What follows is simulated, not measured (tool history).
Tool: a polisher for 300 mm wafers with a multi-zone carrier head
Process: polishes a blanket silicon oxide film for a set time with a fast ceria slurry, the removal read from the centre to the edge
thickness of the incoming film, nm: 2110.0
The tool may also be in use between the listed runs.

run,hour,flow of slurry (ml/min),pressure of the head's centre zone,pressure of the head's middle zone,pressure of the head's edge zone,polishing time (s),film removed at the wafer's centre (nm),film removed at mid-radius (nm),film removed at the wafer's edge (nm)
1,0.0,245,1.00,1.00,1.00,45,667.38,648.78,650.78
2,1.7,245,1.00,1.00,0.96,45,661.35,640.86,640.73
3,6.7,235,0.98,0.96,0.93,41,583.47,555.59,576.42
4,11.7,230,0.97,0.94,0.91,38,541.62,511.59,532.09
5,17.8,220,0.95,0.91,0.89,35,489.67,457.02,474.12
# hour 25.1: worn pad replaced by a new one
6,25.1,210,0.93,0.89,0.90,34,483.08,464.41,498.54
7,26.2,205,0.93,0.87,0.89,32,459.44,429.34,469.86
8,27.0,205,0.93,0.87,0.89,32,456.63,420.72,455.14

The next listed run, before its measurement:
9,29.4,200,0.92,0.86,0.89,31,?,?,?

film removed at the wafer's centre (nm): 444.85
film removed at mid-radius (nm): 403.35
film removed at the wafer's edge (nm): 441.83
